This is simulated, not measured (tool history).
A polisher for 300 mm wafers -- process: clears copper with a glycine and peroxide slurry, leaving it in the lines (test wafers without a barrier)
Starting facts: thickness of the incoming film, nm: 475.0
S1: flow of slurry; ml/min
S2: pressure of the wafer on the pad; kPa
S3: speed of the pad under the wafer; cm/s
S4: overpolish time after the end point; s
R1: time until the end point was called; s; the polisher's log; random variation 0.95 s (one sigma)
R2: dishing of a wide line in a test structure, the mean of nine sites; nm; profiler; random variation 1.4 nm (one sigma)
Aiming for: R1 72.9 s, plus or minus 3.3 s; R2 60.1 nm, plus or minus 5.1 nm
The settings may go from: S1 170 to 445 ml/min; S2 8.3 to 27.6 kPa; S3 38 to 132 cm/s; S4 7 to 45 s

run	hour	S1	S2	S3	S4	R1	R2
1	0	285	17.9	84	23	110.35	42.777
2	6.6	255	17.9	84	23	112.98	45.179
3	9.7	270	20.7	86	25	98.187	49.248
4	13	325	20.7	86	25	97.79	49.755
5	19.2	325	22.8	88	25	90.506	52.523
6	23.2	325	24.1	90	25	83.412	53.479
7	25.2	325	24.8	90	26	82.604	55.224
8	33.3	325	25.5	92	26	80.534	55.998

Which single option among these 5 for the next run brings every result within its allowed miss of target? Just one does.
A	41.4	250	22.1	122	20	?	?
B	41.4	420	22.1	116	32	?	?
C	41.4	395	22.8	86	31	?	?
D	41.4	355	20.7	108	33	?	?
E	41.4	330	23.4	80	35	?	?

move	R1	R2
A	72.437	50.667
B	72.759	57.768
C	89.849	55.887
D	81.916	56.784
E	93.731	57.538
A: meets the target for the result that was furthest off, but another lies outside its allowed miss
B: every result within its allowed miss
C: lands further from the targets than the last run did
D: lands further from the targets than the last run did
E: lands further from the targets than the last run did
Answer: B
